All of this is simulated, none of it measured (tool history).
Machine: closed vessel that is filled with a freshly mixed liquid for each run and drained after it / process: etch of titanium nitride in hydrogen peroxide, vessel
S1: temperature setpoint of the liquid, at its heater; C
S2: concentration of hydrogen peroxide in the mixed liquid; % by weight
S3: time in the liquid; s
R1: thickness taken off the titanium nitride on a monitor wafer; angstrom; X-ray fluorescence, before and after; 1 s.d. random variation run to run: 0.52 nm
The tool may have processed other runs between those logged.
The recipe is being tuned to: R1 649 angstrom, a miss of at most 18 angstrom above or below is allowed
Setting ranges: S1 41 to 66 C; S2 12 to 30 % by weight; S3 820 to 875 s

run  hour    S1    S2   S3      R1
  1     0    57  22.5  820  869.64
  2     7    56  22.5  820  815.68
  3   8.7    56  22.5  875  879.87
  4   9.7    55  22.5  875  815.72
  5  17.1  54.5  22.5  875  784.19
  6  23.8  54.5  24.5  875   799.8
  7  28.2    54  24.5  875  764.01
  8  31.3  53.5  24.5  875  744.28
  9  37.4    53  24.5  875  718.14

Of the 4 settings listed for the next run, only one would bring every result within its allowed miss of target. Which one?
  A  43.5    51    26  835   ?
  B  43.5  52.5    23  875   ?
  C  43.5    52  29.5  820   ?
  D  43.5    51  21.5  875   ?

move      R1
   A  609.49
   B  692.22
   C  661.09
   D  612.87
A: the result that was furthest off in the last run now lies on the other side of its target
B: nearer the targets than the last run, but a result is still out of spec
C: all results in spec
D: the result that was furthest off in the last run now lies on the other side of its target
Move C is the one to make.
